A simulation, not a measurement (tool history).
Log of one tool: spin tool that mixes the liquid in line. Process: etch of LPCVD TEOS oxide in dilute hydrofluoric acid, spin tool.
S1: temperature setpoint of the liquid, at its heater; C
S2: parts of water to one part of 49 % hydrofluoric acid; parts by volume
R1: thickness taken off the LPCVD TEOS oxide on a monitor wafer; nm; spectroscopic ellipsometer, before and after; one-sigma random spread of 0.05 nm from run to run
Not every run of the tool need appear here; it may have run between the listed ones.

{"run": 1, "day": 0.0, "S1": 22, "S2": 255, "time under the liquid (s)": 15, "R1": 2.209}
{"run": 2, "day": 0.179, "S1": 23, "S2": 240, "time under the liquid (s)": 15, "R1": 2.464}
{"run": 3, "day": 0.258, "S1": 23.5, "S2": 225, "time under the liquid (s)": 15, "R1": 2.7233}
{"run": 4, "day": 0.596, "S1": 26.5, "S2": 225, "time under the liquid (s)": 15, "R1": 3.0516}
{"run": 5, "day": 0.925, "S1": 27, "S2": 215, "time under the liquid (s)": 15, "R1": 3.262}
{"run": 6, "day": 1.058, "S1": 27.5, "S2": 205, "time under the liquid (s)": 15, "R1": 3.5314}

Run 7 is up next; what results do you expect?
{"run": 7, "day": 1.288, "S1": 28, "S2": 195, "time under the liquid (s)": 15, "R1": "?"}

Run 7 produced R1 3.8026 nm.
